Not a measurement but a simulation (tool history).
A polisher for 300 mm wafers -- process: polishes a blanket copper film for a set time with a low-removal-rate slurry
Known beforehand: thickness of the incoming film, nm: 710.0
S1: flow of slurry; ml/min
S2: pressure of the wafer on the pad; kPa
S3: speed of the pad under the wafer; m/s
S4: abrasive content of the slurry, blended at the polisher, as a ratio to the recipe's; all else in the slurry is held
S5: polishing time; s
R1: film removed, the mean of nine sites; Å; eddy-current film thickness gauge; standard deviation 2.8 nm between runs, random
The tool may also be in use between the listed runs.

{"run": 1, "hour": 0.0, "S1": 155, "S2": 21.4, "S3": 0.92, "S4": 1, "S5": 101, "R1": 2785.7}
{"run": 2, "hour": 1.1, "S1": 155, "S2": 21.4, "S3": 0.7, "S4": 1, "S5": 101, "R1": 2249.7}
{"run": 3, "hour": 5.1, "S1": 155, "S2": 21.4, "S3": 0.88, "S4": 1, "S5": 101, "R1": 2686.5}
{"run": 4, "hour": 6.5, "S1": 155, "S2": 25.5, "S3": 0.88, "S4": 1, "S5": 101, "R1": 3146.3}
{"run": 5, "hour": 13.1, "S1": 155, "S2": 25.5, "S3": 0.88, "S4": 1, "S5": 101, "R1": 3171.1}
{"run": 6, "hour": 13.7, "S1": 155, "S2": 25.5, "S3": 0.66, "S4": 1, "S5": 101, "R1": 2575.9}
{"run": 7, "hour": 20.3, "S1": 155, "S2": 24.1, "S3": 0.66, "S4": 1, "S5": 101, "R1": 2433}
{"run": 8, "hour": 26.5, "S1": 155, "S2": 23.4, "S3": 0.66, "S4": 1, "S5": 101, "R1": 2308.5}
{"run": 9, "hour": 32.5, "S1": 155, "S2": 22.8, "S3": 0.66, "S4": 1, "S5": 101, "R1": 2213.7}
{"run": 10, "hour": 36.8, "S1": 155, "S2": 22.8, "S3": 0.66, "S4": 1, "S5": 101, "R1": 2264.8}
{"run": 11, "hour": 45.3, "S1": 155, "S2": 22.1, "S3": 0.66, "S4": 1, "S5": 101, "R1": 2209.5}

Predict the results of run 12:
{"run": 12, "hour": 49.5, "S1": 155, "S2": 21.4, "S3": 0.66, "S4": 1, "S5": 101, "R1": "?"}

R1: 2157.5 Å
